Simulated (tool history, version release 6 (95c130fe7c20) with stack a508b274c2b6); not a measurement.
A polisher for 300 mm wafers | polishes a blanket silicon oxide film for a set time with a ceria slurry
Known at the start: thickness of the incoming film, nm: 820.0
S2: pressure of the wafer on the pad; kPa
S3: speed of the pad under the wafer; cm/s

run 1 day=0 | flow_of_slurry_(ml/min)=255 S2=26.9 S3=86 polishing_time_(s)=84 | film_removed_(nm)=359.7
run 2 day=0.025 | flow_of_slurry_(ml/min)=255 S2=25.5 S3=86 polishing_time_(s)=84 | film_removed_(nm)=341.21
run 3 day=0.108 | flow_of_slurry_(ml/min)=305 S2=25.5 S3=86 polishing_time_(s)=84 | film_removed_(nm)=346.39
run 4 day=0.217 | flow_of_slurry_(ml/min)=305 S2=25.5 S3=86 polishing_time_(s)=88 | film_removed_(nm)=365.46
run 5 day=0.588 | flow_of_slurry_(ml/min)=305 S2=24.1 S3=86 polishing_time_(s)=88 | film_removed_(nm)=344.68
run 6 day=0.817 | flow_of_slurry_(ml/min)=305 S2=24.1 S3=86 polishing_time_(s)=88 | film_removed_(nm)=348.81
run 7 day=0.888 | flow_of_slurry_(ml/min)=305 S2=22.8 S3=86 polishing_time_(s)=88 | film_removed_(nm)=329.98

The next listed run, before its measurement:
run 8 day=1.025 | flow_of_slurry_(ml/min)=305 S2=22.1 S3=86 polishing_time_(s)=88 | film_removed_(nm)=?

{"run 8": {"film removed (nm)": 317.78}}
